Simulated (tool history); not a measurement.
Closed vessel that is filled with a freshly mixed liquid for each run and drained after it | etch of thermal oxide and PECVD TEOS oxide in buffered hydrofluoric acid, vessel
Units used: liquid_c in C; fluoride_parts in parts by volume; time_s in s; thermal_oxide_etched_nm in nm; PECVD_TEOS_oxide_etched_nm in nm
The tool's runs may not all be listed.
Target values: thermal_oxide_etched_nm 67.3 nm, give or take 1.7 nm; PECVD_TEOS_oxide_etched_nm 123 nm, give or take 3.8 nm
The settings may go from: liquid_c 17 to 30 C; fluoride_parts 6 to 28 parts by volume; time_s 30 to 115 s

run    day  liquid_c  fluoride_parts  time_s  thermal_oxide_etched_nm  PECVD_TEOS_oxide_etched_nm
  1      0        22              17      60                   35.503                      64.794
  2  0.038        22              17      45                   26.911                      48.166
  3  0.383        23              16      45                   29.587                      54.095
  4  0.725      23.5            14.5      45                   33.747                      61.613
  5  0.975      23.5              11      45                   44.365                       80.73
  6  1.325      21.5              11      45                   40.011                      72.441
  7  1.458      22.5            10.5      45                   43.824                      79.598
  8  1.496      23.5            10.5      45                   46.868                      83.471
  9  1.825        24            10.5      45                   47.779                      85.445
 10  2.125      24.5            10.5      45                    49.03                      89.437
 11  2.192        25            10.5      45                   50.428                      91.682
 12  2.546      25.5            10.5      45                   51.556                      93.705
 13  2.742        26            10.5      45                   52.871                      96.393
 14  2.867      26.5            10.5      45                   54.342                      98.752
 15  3.221      26.5            10.5      45                   54.728                      99.049
 16  3.404        27            10.5      45                   55.547                      102.21
 17  3.454      27.5            10.5      45                   57.632                      104.66
 18  3.567        28            10.5      45                   58.942                      106.88
 19  3.829      28.5            10.5      45                   60.499                      110.09

Which one of the following 5 next-run settings gets every result inside its allowed miss? There is exactly one.
  A  4.092        30            13.5      55                        ?                           ?
  B  4.092        29            11.5      50                        ?                           ?
  C  4.092        29            12.5      55                        ?                           ?
  D  4.092        30              12      50                        ?                           ?
  E  4.092        29              13      60                        ?                           ?

move  thermal_oxide_etched_nm  PECVD_TEOS_oxide_etched_nm
   A                   62.277                      114.12
   B                   62.816                       115.1
   C                   63.697                      116.72
   D                    63.52                      116.39
   E                   66.874                      122.54
A: moves toward the targets from the last run without getting all of them in spec
B: moves toward the targets from the last run without getting all of them in spec
C: moves toward the targets from the last run without getting all of them in spec
D: moves toward the targets from the last run without getting all of them in spec
E: each result inside its tolerance
The move that meets every target is E.
